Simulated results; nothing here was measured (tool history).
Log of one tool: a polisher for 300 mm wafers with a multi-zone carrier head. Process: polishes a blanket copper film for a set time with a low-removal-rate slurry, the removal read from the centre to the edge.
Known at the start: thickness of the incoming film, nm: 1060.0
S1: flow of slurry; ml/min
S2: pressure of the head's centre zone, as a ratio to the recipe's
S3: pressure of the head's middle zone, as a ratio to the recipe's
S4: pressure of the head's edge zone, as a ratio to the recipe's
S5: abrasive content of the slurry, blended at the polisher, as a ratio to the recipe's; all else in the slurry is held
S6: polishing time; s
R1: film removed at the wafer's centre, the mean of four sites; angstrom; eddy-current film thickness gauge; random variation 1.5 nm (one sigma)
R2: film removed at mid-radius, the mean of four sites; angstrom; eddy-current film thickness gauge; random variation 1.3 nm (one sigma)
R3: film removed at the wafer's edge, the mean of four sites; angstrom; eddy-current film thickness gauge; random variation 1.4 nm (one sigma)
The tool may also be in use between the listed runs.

run  hour   S1    S2    S3    S4    S5  S6       R1       R2       R3
  1   0.0  165  1.00  1.00  1.00  1.00  59  1067.20  1020.60  1030.40
  2   7.8  165  1.00  1.00  1.00  1.00  53   935.00   921.76   916.53
  3  12.1  165  0.94  1.00  1.00  1.00  53   904.58   934.68   926.35
  4  16.9  170  0.93  0.98  1.05  1.15  56   952.50   985.37  1025.90
  5  25.0  180  0.94  0.97  1.09  1.25  59  1057.60  1066.30  1156.50
  6  32.5  195  0.94  0.97  1.12  1.30  59  1067.60  1063.30  1175.90
  7  36.3  195  0.94  0.97  1.14  1.35  60  1076.90  1118.60  1191.30

Forecast run 8:
  8  38.3  200  0.94  0.95  1.15  1.40  61   ?   ?   ?

{"run 8": {"R1": 1157.6, "R2": 1117.8, "R3": 1238.3}}
